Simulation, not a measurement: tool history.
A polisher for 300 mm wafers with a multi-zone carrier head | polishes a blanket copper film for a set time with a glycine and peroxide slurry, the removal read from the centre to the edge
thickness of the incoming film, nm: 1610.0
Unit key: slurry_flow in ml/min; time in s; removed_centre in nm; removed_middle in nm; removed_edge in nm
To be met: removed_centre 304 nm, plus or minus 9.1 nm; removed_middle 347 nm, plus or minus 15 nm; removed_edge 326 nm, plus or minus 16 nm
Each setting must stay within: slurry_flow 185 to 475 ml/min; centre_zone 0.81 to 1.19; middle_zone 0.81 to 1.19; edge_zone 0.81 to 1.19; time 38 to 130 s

run,hour,slurry_flow,centre_zone,middle_zone,edge_zone,time,removed_centre,removed_middle,removed_edge
1,0,305,1,1,1,84,400.62,401.96,392.68
2,7.1,305,0.98,1,0.98,83,387.81,397.17,386.4
3,9.7,305,0.98,0.92,0.98,83,382.38,374.02,389.73
4,10.5,305,0.98,0.92,1.06,83,381.2,372.46,391.41
5,13.2,305,0.91,0.92,1.06,83,359.17,365.5,397.12
6,21.4,305,0.91,0.84,1.06,83,358.41,343.69,408.78
7,27.1,305,0.91,0.87,1.05,81,348.4,340.48,386.83
8,29.2,305,0.91,0.89,1.04,80,342.04,351.46,385.51
9,31.4,310,0.89,0.92,0.94,71,301.78,316.63,325.45
10,37.8,310,0.89,0.93,0.94,71,299.04,317.02,325.13

Consider the 5 candidate settings below. Which is the only one whose results all fall within their allowed miss of target?
A,44.2,375,0.87,0.81,0.94,71,?,?,?
B,44.2,255,0.84,0.84,0.91,73,?,?,?
C,44.2,325,0.9,0.84,0.97,68,?,?,?
D,44.2,335,0.86,0.88,1.04,74,?,?,?
E,44.2,310,0.89,1.02,0.93,72,?,?,?

move,removed_centre,removed_middle,removed_edge
A,300.69,288.09,329.52
B,289.29,296.56,326.43
C,294.85,281.3,317.76
D,307.3,318.67,358.07
E,307.92,348.47,328.2
A: its largest miss is bigger than the last run's
B: its largest miss is bigger than the last run's
C: its largest miss is bigger than the last run's
D: about as far from the targets as the last run
E: all results in spec
The right move is E.
